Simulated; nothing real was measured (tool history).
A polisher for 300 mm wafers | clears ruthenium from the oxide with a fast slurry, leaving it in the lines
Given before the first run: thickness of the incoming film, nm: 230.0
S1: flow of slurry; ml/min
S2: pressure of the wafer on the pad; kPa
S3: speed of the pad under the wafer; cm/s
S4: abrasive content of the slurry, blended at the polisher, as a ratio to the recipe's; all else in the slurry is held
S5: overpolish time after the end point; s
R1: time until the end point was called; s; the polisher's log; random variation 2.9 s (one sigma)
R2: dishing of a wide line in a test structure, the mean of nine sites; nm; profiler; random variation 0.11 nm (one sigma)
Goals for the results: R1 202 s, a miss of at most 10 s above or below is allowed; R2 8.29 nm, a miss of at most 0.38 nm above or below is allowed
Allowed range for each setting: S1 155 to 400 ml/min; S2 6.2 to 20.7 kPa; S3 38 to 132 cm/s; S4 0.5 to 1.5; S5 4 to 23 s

run,hour,S1,S2,S3,S4,S5,R1,R2
1,0,255,13.1,84,1,12,94.635,21.868
2,4.3,255,11.7,74,1,11,116.37,16.846
3,6.1,255,10.3,68,1,10,139.14,12.866
4,6.9,255,9,66,1,10,163.63,11.412
5,12.9,255,9,66,1.1,10,152.11,11.684
6,18.6,255,11.7,66,1.1,10,124.03,14.436
7,20.3,255,10.3,64,1.1,10,138.69,12.901
8,24.9,255,9,62,1.1,10,163.93,11.311
9,30.9,255,8.3,62,1.1,10,172.63,10.886
10,32.8,255,7.6,62,1.1,9,187.15,9.0157

5 next moves are on the table. One of them brings every result within its allowed miss. Which?
A,34.7,250,6.9,68,1.15,8,?,?
B,34.7,265,7.6,62,1.15,9,?,?
C,34.7,265,7.6,54,1.15,9,?,?
D,34.7,230,8.3,64,1.05,8,?,?
E,34.7,275,8.3,66,1.1,7,?,?

move,R1,R2
A,178.39,8.0637
B,178.39,9.0213
C,200.54,8.0695
D,171.63,8.3667
E,160.34,7.8592
A: the worst result of the last run now meets its target, but another is out of spec
B: moves away from the targets compared with the last run
C: every result lands within tolerance
D: the worst result of the last run now meets its target, but another is out of spec
E: takes the result that was furthest off past its target
The right move is C.
